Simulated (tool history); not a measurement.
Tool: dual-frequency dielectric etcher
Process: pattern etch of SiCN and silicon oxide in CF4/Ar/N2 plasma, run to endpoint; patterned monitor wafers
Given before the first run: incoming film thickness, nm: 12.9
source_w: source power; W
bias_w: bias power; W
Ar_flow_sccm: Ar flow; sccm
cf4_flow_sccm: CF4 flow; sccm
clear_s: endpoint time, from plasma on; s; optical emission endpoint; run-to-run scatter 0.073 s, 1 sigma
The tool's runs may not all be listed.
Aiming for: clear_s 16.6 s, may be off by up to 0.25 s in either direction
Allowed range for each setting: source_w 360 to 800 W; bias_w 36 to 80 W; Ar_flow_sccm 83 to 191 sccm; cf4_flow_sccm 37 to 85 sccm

run 1 hour=0 | source_w=580 bias_w=58 Ar_flow_sccm=137 cf4_flow_sccm=61 | clear_s=15.06
run 2 hour=2.2 | source_w=580 bias_w=67 Ar_flow_sccm=137 cf4_flow_sccm=61 | clear_s=14.428
run 3 hour=3.2 | source_w=560 bias_w=67 Ar_flow_sccm=137 cf4_flow_sccm=61 | clear_s=15.004
run 4 hour=11.6 | source_w=540 bias_w=67 Ar_flow_sccm=137 cf4_flow_sccm=61 | clear_s=15.593
run 5 hour=16.7 | source_w=540 bias_w=67 Ar_flow_sccm=149 cf4_flow_sccm=61 | clear_s=15.793
-- hour=19.3 CF4 flow controller replaced
run 6 hour=19.3 | source_w=540 bias_w=67 Ar_flow_sccm=149 cf4_flow_sccm=69 | clear_s=15.457
run 7 hour=20.1 | source_w=530 bias_w=67 Ar_flow_sccm=149 cf4_flow_sccm=69 | clear_s=15.672
run 8 hour=24.4 | source_w=520 bias_w=67 Ar_flow_sccm=149 cf4_flow_sccm=69 | clear_s=16.006
run 9 hour=29.7 | source_w=490 bias_w=67 Ar_flow_sccm=149 cf4_flow_sccm=69 | clear_s=17.156

Next run, 5 choices. One meets every target within its allowed miss, the rest don't. Which?
run A hour=35 | source_w=510 bias_w=55 Ar_flow_sccm=157 cf4_flow_sccm=63 | clear_s=?
run B hour=35 | source_w=500 bias_w=62 Ar_flow_sccm=179 cf4_flow_sccm=74 | clear_s=?
run C hour=35 | source_w=480 bias_w=72 Ar_flow_sccm=166 cf4_flow_sccm=64 | clear_s=?
run D hour=35 | source_w=480 bias_w=68 Ar_flow_sccm=151 cf4_flow_sccm=69 | clear_s=?
run E hour=35 | source_w=480 bias_w=75 Ar_flow_sccm=140 cf4_flow_sccm=77 | clear_s=?

move=A clear_s=17.819
move=B clear_s=17.512
move=C clear_s=17.733
move=D clear_s=17.594
move=E clear_s=16.607
A: misses by more than the last run did
B: misses by more than the last run did
C: misses by more than the last run did
D: misses by more than the last run did
E: all results in spec
Correct choice: E, which meets every target

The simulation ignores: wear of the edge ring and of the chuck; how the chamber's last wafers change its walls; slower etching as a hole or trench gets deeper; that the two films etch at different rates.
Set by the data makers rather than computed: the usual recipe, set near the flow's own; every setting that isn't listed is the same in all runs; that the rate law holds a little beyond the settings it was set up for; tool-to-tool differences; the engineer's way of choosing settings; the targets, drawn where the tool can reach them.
